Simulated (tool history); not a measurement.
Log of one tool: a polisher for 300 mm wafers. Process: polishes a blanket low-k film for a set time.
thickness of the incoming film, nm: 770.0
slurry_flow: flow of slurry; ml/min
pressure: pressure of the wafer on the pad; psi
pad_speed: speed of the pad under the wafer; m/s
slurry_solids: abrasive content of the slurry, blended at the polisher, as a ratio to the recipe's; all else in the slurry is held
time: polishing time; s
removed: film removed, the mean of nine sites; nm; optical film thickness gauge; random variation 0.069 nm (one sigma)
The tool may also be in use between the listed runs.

run  hour  slurry_flow  pressure  pad_speed  slurry_solids  time  removed
  1     0          180       1.3       0.78              1    56   14.908
  2   6.8          180       1.4       0.78              1    56   16.183
  3  13.8          180       1.4       0.86              1    56   17.179
  4  19.8          180       1.4       0.86              1    59   18.532
  5    26          170       1.1        0.7           0.85    58   11.013
  6  28.7          170       1.1        0.7           1.05    58   12.134
  7  31.7          165       0.9       0.58              1    57    8.235
  8  38.1          165       0.8       0.52              1    57   6.9126

Forecast run 9:
  9  38.8          165       0.7       0.48              1    57        ?

Run 9 gave removed 5.8344 nm.
